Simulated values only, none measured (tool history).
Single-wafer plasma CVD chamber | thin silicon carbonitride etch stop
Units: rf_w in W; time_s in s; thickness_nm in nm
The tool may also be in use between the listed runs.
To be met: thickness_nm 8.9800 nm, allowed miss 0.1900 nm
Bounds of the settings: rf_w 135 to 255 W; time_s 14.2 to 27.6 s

run 1 day=0.000 | rf_w=195 time_s=20.9 | thickness_nm=12.3790
run 2 day=0.038 | rf_w=190 time_s=20.3 | thickness_nm=11.8930
run 3 day=0.146 | rf_w=185 time_s=19.8 | thickness_nm=11.4720
run 4 day=0.246 | rf_w=185 time_s=21.0 | thickness_nm=12.2250
run 5 day=0.292 | rf_w=185 time_s=18.2 | thickness_nm=10.5640
run 6 day=0.400 | rf_w=180 time_s=18.0 | thickness_nm=10.3690
run 7 day=0.771 | rf_w=180 time_s=18.0 | thickness_nm=10.3670
run 8 day=1.062 | rf_w=175 time_s=17.8 | thickness_nm=10.1010
run 9 day=1.396 | rf_w=170 time_s=17.7 | thickness_nm=10.0940

5 next moves are on the table. One of them brings every result within its allowed miss. Which?
run A day=1.729 | rf_w=175 time_s=14.7 | thickness_nm=?
run B day=1.729 | rf_w=170 time_s=16.5 | thickness_nm=?
run C day=1.729 | rf_w=165 time_s=16.0 | thickness_nm=?
run D day=1.729 | rf_w=150 time_s=17.2 | thickness_nm=?
run E day=1.729 | rf_w=215 time_s=15.7 | thickness_nm=?

move=A thickness_nm=8.3747
move=B thickness_nm=9.3275
move=C thickness_nm=8.9731
move=D thickness_nm=9.4056
move=E thickness_nm=9.4573
A: takes the result that was furthest off past its target
B: nearer than the last run, and not there yet
C: meets every target
D: nearer than the last run, and not there yet
E: nearer than the last run, and not there yet
Answer: C
